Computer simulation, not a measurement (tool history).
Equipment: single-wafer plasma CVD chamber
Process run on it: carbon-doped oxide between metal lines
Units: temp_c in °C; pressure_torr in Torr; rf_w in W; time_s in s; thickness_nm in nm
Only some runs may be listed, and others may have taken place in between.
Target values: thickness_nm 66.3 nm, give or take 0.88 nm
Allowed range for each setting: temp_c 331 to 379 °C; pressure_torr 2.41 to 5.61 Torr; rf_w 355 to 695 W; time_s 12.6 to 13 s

{"run": 1, "hour": 0.0, "temp_c": 355, "pressure_torr": 4.01, "rf_w": 525, "time_s": 12.6, "thickness_nm": 59.023}
{"run": 2, "hour": 1.6, "temp_c": 355, "pressure_torr": 4.01, "rf_w": 525, "time_s": 12.6, "thickness_nm": 58.966}
{"run": 3, "hour": 9.6, "temp_c": 359, "pressure_torr": 4.01, "rf_w": 525, "time_s": 12.6, "thickness_nm": 58.462}
{"run": 4, "hour": 17.0, "temp_c": 364, "pressure_torr": 4.01, "rf_w": 525, "time_s": 12.6, "thickness_nm": 57.429}
{"run": 5, "hour": 18.5, "temp_c": 364, "pressure_torr": 4.01, "rf_w": 565, "time_s": 12.6, "thickness_nm": 59.62}
{"run": 6, "hour": 26.8, "temp_c": 364, "pressure_torr": 3.67, "rf_w": 565, "time_s": 12.6, "thickness_nm": 58.919}
{"run": 7, "hour": 31.8, "temp_c": 361, "pressure_torr": 3.78, "rf_w": 565, "time_s": 12.6, "thickness_nm": 59.864}
{"run": 8, "hour": 34.3, "temp_c": 358, "pressure_torr": 3.86, "rf_w": 565, "time_s": 12.6, "thickness_nm": 60.256}
{"run": 9, "hour": 41.4, "temp_c": 356, "pressure_torr": 3.98, "rf_w": 570, "time_s": 12.6, "thickness_nm": 61.284}
{"run": 10, "hour": 49.6, "temp_c": 354, "pressure_torr": 4.06, "rf_w": 570, "time_s": 12.6, "thickness_nm": 61.43}
{"run": 11, "hour": 52.0, "temp_c": 352, "pressure_torr": 4.16, "rf_w": 575, "time_s": 12.6, "thickness_nm": 62.881}
{"run": 12, "hour": 58.0, "temp_c": 350, "pressure_torr": 4.21, "rf_w": 575, "time_s": 12.6, "thickness_nm": 63.191}
{"run": 13, "hour": 60.1, "temp_c": 349, "pressure_torr": 4.26, "rf_w": 575, "time_s": 12.6, "thickness_nm": 63.467}
{"run": 14, "hour": 64.5, "temp_c": 348, "pressure_torr": 4.3, "rf_w": 575, "time_s": 12.6, "thickness_nm": 63.845}

Which of these 5 next moves meets every target?
{"run": "A", "hour": 68.9, "temp_c": 357, "pressure_torr": 4.44, "rf_w": 625, "time_s": 12.9, "thickness_nm": "?"}
{"run": "B", "hour": 68.9, "temp_c": 344, "pressure_torr": 3.81, "rf_w": 550, "time_s": 12.8, "thickness_nm": "?"}
{"run": "C", "hour": 68.9, "temp_c": 351, "pressure_torr": 4.43, "rf_w": 565, "time_s": 12.8, "thickness_nm": "?"}
{"run": "D", "hour": 68.9, "temp_c": 349, "pressure_torr": 4.41, "rf_w": 580, "time_s": 12.7, "thickness_nm": "?"}
{"run": "E", "hour": 68.9, "temp_c": 340, "pressure_torr": 3.6, "rf_w": 565, "time_s": 12.6, "thickness_nm": "?"}

move=A thickness_nm=66.368
move=B thickness_nm=63.321
move=C thickness_nm=63.69
move=D thickness_nm=64.446
move=E thickness_nm=63.822
A: every result lands within tolerance
B: the biggest miss grows against the last run
C: the biggest miss grows against the last run
D: moves toward the targets from the last run without getting all of them in spec
E: just as far off the targets as the last run
So the answer is move A, the one that meets all the targets.
